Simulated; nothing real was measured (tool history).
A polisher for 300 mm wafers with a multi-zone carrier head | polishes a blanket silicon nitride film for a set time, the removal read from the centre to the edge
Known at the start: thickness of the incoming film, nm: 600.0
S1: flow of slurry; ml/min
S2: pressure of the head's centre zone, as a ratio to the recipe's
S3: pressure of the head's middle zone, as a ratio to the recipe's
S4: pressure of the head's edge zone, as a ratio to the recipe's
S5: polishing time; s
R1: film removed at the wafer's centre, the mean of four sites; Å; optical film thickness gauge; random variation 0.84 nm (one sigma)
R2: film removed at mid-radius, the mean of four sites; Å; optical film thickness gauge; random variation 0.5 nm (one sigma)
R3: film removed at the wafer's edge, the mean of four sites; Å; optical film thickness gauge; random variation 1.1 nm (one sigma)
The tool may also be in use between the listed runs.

{"run": 1, "hour": 0.0, "S1": 255, "S2": 1, "S3": 1, "S4": 1, "S5": 45, "R1": 616.9, "R2": 605.67, "R3": 623.6}
{"run": 2, "hour": 5.6, "S1": 255, "S2": 1.06, "S3": 1, "S4": 1, "S5": 45, "R1": 662.32, "R2": 614, "R3": 609.29}
{"run": 3, "hour": 8.6, "S1": 255, "S2": 1.06, "S3": 1.06, "S4": 1, "S5": 45, "R1": 652.25, "R2": 635.73, "R3": 595.4}
{"run": 4, "hour": 15.5, "S1": 255, "S2": 1.02, "S3": 1.06, "S4": 1, "S5": 45, "R1": 644.84, "R2": 634.16, "R3": 619.01}
{"run": 5, "hour": 23.1, "S1": 260, "S2": 1.03, "S3": 1.05, "S4": 1.02, "S5": 46, "R1": 652.57, "R2": 644.15, "R3": 637.49}
{"run": 6, "hour": 25.0, "S1": 220, "S2": 1.03, "S3": 1.05, "S4": 1.02, "S5": 46, "R1": 644.35, "R2": 633.14, "R3": 615.68}
{"run": 7, "hour": 29.0, "S1": 290, "S2": 1.13, "S3": 1.06, "S4": 1.12, "S5": 49, "R1": 783.55, "R2": 703.37, "R3": 706.39}
{"run": 8, "hour": 35.8, "S1": 290, "S2": 1.13, "S3": 1.05, "S4": 1.13, "S5": 49, "R1": 768.21, "R2": 695.58, "R3": 697.73}
{"run": 9, "hour": 43.4, "S1": 275, "S2": 1.11, "S3": 0.96, "S4": 1.19, "S5": 54, "R1": 847.92, "R2": 718.61, "R3": 794.34}
{"run": 10, "hour": 48.0, "S1": 275, "S2": 1.11, "S3": 0.96, "S4": 1.19, "S5": 54, "R1": 824.04, "R2": 715.41, "R3": 823.06}
{"run": 11, "hour": 56.9, "S1": 270, "S2": 1.11, "S3": 0.96, "S4": 1.18, "S5": 54, "R1": 853.16, "R2": 718.04, "R3": 792.6}

Run 12 comes next. What will it give?
{"run": 12, "hour": 65.1, "S1": 265, "S2": 1.1, "S3": 0.96, "S4": 1.18, "S5": 54, "R1": "?", "R2": "?", "R3": "?"}

Run 12 gave R1 813.29 Å, R2 718.08 Å, R3 804.13 Å.
